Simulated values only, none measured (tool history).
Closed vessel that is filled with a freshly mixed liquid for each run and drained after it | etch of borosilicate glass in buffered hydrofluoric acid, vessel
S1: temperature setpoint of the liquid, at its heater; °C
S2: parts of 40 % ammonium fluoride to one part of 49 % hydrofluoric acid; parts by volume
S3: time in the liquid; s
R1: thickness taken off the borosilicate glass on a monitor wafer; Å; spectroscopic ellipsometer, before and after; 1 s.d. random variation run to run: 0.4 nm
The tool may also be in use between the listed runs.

| run | hour | S1 | S2 | S3 | R1 |
|---|---|---|---|---|---|
| 1 | 0 | 22 | 17 | 90 | 688.99 |
| 2 | 2.4 | 22.5 | 17 | 90 | 704.69 |
| 3 | 10.2 | 23 | 17 | 90 | 728.2 |
| 4 | 17.8 | 23.5 | 17 | 90 | 748.87 |
| 5 | 25.3 | 26.5 | 17 | 90 | 873.69 |
| 6 | 34.5 | 26 | 17 | 90 | 852.84 |

Estimate the outcome of run 7 from the log above:
| 7 | 37.2 | 25.5 | 17 | 90 | ? |

{"run 7": {"R1": 838.29}}
